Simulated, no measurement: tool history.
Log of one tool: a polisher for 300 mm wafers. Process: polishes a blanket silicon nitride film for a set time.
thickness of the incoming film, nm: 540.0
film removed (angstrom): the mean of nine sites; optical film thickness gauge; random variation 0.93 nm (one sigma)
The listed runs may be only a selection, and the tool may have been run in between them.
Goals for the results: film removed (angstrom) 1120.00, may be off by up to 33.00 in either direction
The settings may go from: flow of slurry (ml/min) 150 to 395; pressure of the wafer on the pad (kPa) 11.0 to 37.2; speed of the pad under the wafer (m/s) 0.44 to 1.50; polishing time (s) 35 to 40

run	day	flow of slurry (ml/min)	pressure of the wafer on the pad (kPa)	speed of the pad under the wafer (m/s)	polishing time (s)	film removed (angstrom)
1	0.000	250	24.1	0.96	40	676.76
2	0.133	250	24.1	0.96	35	590.98
3	0.338	250	18.6	0.96	35	462.86
4	0.629	250	22.8	0.96	35	564.37
5	0.879	250	24.8	0.96	35	606.95
6	1.104	250	26.9	0.98	35	677.22
7	1.275	250	28.3	1.00	35	715.81
8	1.421	250	28.3	1.00	35	710.92
9	1.742	250	28.3	1.00	35	709.61
10	1.888	250	29.6	1.02	35	751.68
11	2.104	265	36.5	1.18	35	1052.80
12	2.462	265	37.2	1.22	35	1054.60
13	2.488	280	37.2	1.34	35	1163.20

Below are 5 possible settings for the next run. Only one of them brings all results inside the allowed miss of their targets. Which is it?
A	2.512	245	31.7	1.46	38	?
B	2.512	260	36.5	1.38	39	?
C	2.512	255	35.2	1.34	40	?
D	2.512	280	37.2	1.44	36	?
E	2.512	265	36.5	1.30	39	?

move	film removed (angstrom)
A	1133.40
B	1289.10
C	1245.00
D	1256.30
E	1237.20
A: every result within its allowed miss
B: misses by more than the last run did
C: misses by more than the last run did
D: misses by more than the last run did
E: misses by more than the last run did
Correct choice: A, which meets every target
